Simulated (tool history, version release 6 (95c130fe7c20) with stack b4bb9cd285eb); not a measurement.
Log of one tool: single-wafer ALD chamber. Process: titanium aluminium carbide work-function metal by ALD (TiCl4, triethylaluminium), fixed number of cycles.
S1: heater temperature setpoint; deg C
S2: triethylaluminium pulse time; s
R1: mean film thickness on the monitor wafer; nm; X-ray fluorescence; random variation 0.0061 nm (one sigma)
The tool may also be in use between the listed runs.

run 1 hour=0.0 | S1=295 S2=14.83 | R1=1.8884
run 2 hour=1.8 | S1=291 S2=14.47 | R1=1.8586
run 3 hour=6.6 | S1=299 S2=14.47 | R1=1.9120
run 4 hour=15.2 | S1=306 S2=14.47 | R1=1.9883
run 5 hour=16.8 | S1=297 S2=14.47 | R1=1.9101
run 6 hour=21.3 | S1=292 S2=13.78 | R1=1.8587
run 7 hour=22.1 | S1=288 S2=13.42 | R1=1.8272
run 8 hour=29.3 | S1=285 S2=13.14 | R1=1.8093

The next listed run, before its measurement:
run 9 hour=35.4 | S1=285 S2=13.14 | R1=?

Run 9 gave R1 1.8033 nm.

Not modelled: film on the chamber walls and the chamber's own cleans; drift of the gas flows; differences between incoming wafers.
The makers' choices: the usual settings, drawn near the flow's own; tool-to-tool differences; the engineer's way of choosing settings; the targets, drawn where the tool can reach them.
